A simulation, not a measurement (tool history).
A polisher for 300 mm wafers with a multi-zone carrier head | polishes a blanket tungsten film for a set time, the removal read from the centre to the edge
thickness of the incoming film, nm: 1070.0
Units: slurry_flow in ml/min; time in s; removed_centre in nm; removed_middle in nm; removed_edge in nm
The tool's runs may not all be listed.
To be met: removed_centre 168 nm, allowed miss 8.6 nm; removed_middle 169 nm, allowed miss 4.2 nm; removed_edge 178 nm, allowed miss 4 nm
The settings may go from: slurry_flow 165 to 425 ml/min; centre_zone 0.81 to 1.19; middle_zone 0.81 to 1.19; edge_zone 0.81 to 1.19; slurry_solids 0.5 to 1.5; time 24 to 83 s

run	hour	slurry_flow	centre_zone	middle_zone	edge_zone	slurry_solids	time	removed_centre	removed_middle	removed_edge
1	0	275	1	1	1	1	53	328.06	323.77	335.85
2	4.7	275	1	1.04	1	1	53	336.9	333	333.45
3	7.6	270	0.99	1.03	0.99	0.95	51	313.29	313.02	316.72
4	11	270	1.07	1.03	0.99	0.95	51	331.96	317.25	322.08
5	18.2	270	1.07	1.03	0.99	1.1	51	342.5	326.56	325.6
6	20	270	1.15	1.03	0.99	1.1	51	363.07	323.68	326.88
7	26.1	265	1.13	1.02	0.98	1.05	49	343.02	305.28	310.13
8	27.7	260	1.1	1.01	0.97	1	47	316.02	287.45	292.63
9	31.1	255	1.08	1	0.96	0.95	45	300.36	268.61	273.84
10	32	215	0.98	0.97	1.01	0.7	30	163.81	158.4	170.92
11	36.5	220	0.98	0.97	1.01	0.7	30	164.08	158.39	170.05
12	45.3	225	0.98	0.97	1.01	0.7	30	162.91	159.82	171.47
13	46.9	230	0.98	0.97	1.01	0.7	30	165.04	161.06	170.47
14	54.3	235	0.98	0.97	1.02	0.7	30	164.16	159.76	173.39
15	59.1	240	0.98	0.97	1.02	0.7	30	163.82	161.93	176.01

4 next moves are on the table. One of them brings every result within its allowed miss. Which?
A	63.9	205	1.01	1.03	1.07	1	28	?	?	?
B	63.9	270	1.01	0.97	1.15	0.7	29	?	?	?
C	63.9	210	1.02	1	1	0.7	30	?	?	?
D	63.9	310	0.85	1.01	1.06	0.65	30	?	?	?

move	removed_centre	removed_middle	removed_edge
A	169.81	168.24	177.81
B	168.68	158.4	179.52
C	169.55	162.26	171.1
D	146.62	169.24	178.63
A: meets every target
B: further off than the last run
C: as far off as the last run
D: brings the result that was furthest off to its target, and leaves another outside
The right move is A.

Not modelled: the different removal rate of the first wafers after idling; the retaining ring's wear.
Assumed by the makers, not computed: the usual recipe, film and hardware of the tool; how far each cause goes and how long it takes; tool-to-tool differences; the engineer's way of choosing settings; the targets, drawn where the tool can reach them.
